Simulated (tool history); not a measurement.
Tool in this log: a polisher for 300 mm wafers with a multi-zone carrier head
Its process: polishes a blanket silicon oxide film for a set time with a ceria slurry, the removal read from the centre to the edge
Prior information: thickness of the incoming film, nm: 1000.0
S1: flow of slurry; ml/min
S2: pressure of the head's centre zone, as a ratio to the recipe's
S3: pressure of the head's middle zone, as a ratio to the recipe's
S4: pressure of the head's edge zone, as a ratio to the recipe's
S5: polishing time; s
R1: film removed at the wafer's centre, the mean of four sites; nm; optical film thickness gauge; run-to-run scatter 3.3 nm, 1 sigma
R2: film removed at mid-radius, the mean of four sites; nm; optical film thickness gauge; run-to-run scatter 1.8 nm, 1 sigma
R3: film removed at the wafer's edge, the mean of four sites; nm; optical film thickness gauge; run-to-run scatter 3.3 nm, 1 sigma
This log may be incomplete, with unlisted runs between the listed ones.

| run | hour | S1 | S2 | S3 | S4 | S5 | R1 | R2 | R3 |
|---|---|---|---|---|---|---|---|---|---|
| 1 | 0 | 235 | 1 | 1 | 1 | 64 | 263.49 | 258.34 | 260.71 |
| 2 | 5.7 | 235 | 0.93 | 1 | 1 | 64 | 238.27 | 260.62 | 267.54 |
| 3 | 11.2 | 235 | 0.93 | 1 | 1.07 | 64 | 240.13 | 260.79 | 269.14 |
| 4 | 15 | 260 | 0.93 | 1 | 1.07 | 64 | 242.78 | 262.75 | 272.91 |
| 5 | 20.9 | 260 | 0.85 | 1 | 1.07 | 64 | 224.45 | 262.17 | 274.75 |
| 6 | 26.8 | 260 | 0.87 | 1.01 | 1.06 | 63 | 233.73 | 260.73 | 265.3 |
| 7 | 29.2 | 265 | 0.88 | 1.01 | 1.05 | 62 | 230.37 | 258.08 | 263.57 |
| 8 | 30.4 | 205 | 0.98 | 1.02 | 0.95 | 58 | 228.76 | 233.78 | 226.8 |
|  | 38.5 | worn pad replaced by a new one |
| 9 | 38.5 | 220 | 0.99 | 1.04 | 0.95 | 58 | 256.46 | 259.98 | 245.36 |
| 10 | 46.2 | 215 | 0.99 | 1.04 | 0.95 | 58 | 258.68 | 260.58 | 252.06 |

Estimate the outcome of run 11 from the log above:
| 11 | 54.1 | 210 | 0.99 | 1.04 | 0.94 | 58 | ? | ? | ? |

R1: 255.2 nm
R2: 259.57 nm
R3: 250.19 nm

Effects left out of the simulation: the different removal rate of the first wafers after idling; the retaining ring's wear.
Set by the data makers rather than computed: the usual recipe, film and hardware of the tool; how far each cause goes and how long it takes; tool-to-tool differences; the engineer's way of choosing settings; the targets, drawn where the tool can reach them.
